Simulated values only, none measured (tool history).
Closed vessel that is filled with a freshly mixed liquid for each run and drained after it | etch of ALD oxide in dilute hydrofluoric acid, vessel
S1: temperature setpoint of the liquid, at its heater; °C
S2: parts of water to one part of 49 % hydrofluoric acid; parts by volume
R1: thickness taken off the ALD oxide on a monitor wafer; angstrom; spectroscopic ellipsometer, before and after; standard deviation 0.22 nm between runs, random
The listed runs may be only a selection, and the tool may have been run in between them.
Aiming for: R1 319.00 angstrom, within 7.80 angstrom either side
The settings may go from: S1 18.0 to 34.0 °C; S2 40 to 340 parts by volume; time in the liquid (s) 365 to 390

{"run": 1, "hour": 0.0, "S1": 26.0, "S2": 190, "time in the liquid (s)": 365, "R1": 261.19}
{"run": 2, "hour": 1.1, "S1": 28.5, "S2": 190, "time in the liquid (s)": 365, "R1": 285.53}
{"run": 3, "hour": 7.1, "S1": 29.0, "S2": 190, "time in the liquid (s)": 365, "R1": 288.63}
{"run": 4, "hour": 11.0, "S1": 29.0, "S2": 190, "time in the liquid (s)": 365, "R1": 294.45}
{"run": 5, "hour": 12.3, "S1": 29.0, "S2": 190, "time in the liquid (s)": 365, "R1": 295.07}
{"run": 6, "hour": 15.0, "S1": 28.0, "S2": 190, "time in the liquid (s)": 365, "R1": 283.48}
{"run": 7, "hour": 22.4, "S1": 28.5, "S2": 190, "time in the liquid (s)": 365, "R1": 285.78}
{"run": 8, "hour": 29.1, "S1": 29.0, "S2": 190, "time in the liquid (s)": 365, "R1": 289.68}
{"run": 9, "hour": 34.2, "S1": 29.0, "S2": 190, "time in the liquid (s)": 365, "R1": 290.74}
{"run": 10, "hour": 42.7, "S1": 29.5, "S2": 190, "time in the liquid (s)": 365, "R1": 297.57}
{"run": 11, "hour": 48.3, "S1": 30.0, "S2": 190, "time in the liquid (s)": 365, "R1": 302.85}

Consider the 5 candidate settings below. Which is the only one whose results all fall within their allowed miss of target?
{"run": "A", "hour": 53.9, "S1": 33.5, "S2": 190, "time in the liquid (s)": 365, "R1": "?"}
{"run": "B", "hour": 53.9, "S1": 31.0, "S2": 200, "time in the liquid (s)": 365, "R1": "?"}
{"run": "C", "hour": 53.9, "S1": 29.5, "S2": 190, "time in the liquid (s)": 390, "R1": "?"}
{"run": "D", "hour": 53.9, "S1": 28.0, "S2": 195, "time in the liquid (s)": 390, "R1": "?"}
{"run": "E", "hour": 53.9, "S1": 29.5, "S2": 190, "time in the liquid (s)": 365, "R1": "?"}

move=A R1=343.55
move=B R1=295.98
move=C R1=319.73
move=D R1=293.66
move=E R1=299.23
A: the result that was furthest off in the last run now lies on the other side of its target
B: lands further from the targets than the last run did
C: every result within its allowed miss
D: lands further from the targets than the last run did
E: lands further from the targets than the last run did
C meets every target.
